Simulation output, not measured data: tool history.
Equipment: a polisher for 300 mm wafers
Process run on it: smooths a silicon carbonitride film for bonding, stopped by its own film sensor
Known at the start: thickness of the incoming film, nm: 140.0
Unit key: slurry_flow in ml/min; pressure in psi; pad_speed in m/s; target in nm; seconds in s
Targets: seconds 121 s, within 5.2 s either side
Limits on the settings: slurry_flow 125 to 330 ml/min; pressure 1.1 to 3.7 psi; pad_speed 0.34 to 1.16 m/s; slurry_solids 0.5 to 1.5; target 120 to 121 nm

run	day	slurry_flow	pressure	pad_speed	slurry_solids	target	seconds
1	0	210	2.4	0.74	1	121	78.333
2	0.2	210	2.2	0.74	1	121	82.176
3	0.55	210	2.2	0.74	1	120	88.526
4	0.588	255	2.2	0.74	1	120	85.585
5	0.854	250	2	0.74	1	120	94.245
6	1.225	250	1.9	0.74	1	120	100.02
7	1.396	250	1.8	0.74	1	120	107.2
8	1.462	245	1.7	0.74	1	120	111.67

5 next moves are on the table. One of them brings every result within its allowed miss. Which?
A	1.529	235	1.5	0.66	1.05	120	?
B	1.529	245	1.5	0.84	1.1	121	?
C	1.529	305	1.6	0.56	1	120	?
D	1.529	220	1.8	0.7	0.8	121	?
E	1.529	245	1.7	0.78	1	121	?

move	seconds
A	133.88
B	104.01
C	141.13
D	124.4
E	102.85
A: moves the result that the last run missed by most past its target, out the other side
B: lands further from the targets than the last run did
C: moves the result that the last run missed by most past its target, out the other side
D: each result inside its tolerance
E: lands further from the targets than the last run did
Correct choice: D, which meets every target

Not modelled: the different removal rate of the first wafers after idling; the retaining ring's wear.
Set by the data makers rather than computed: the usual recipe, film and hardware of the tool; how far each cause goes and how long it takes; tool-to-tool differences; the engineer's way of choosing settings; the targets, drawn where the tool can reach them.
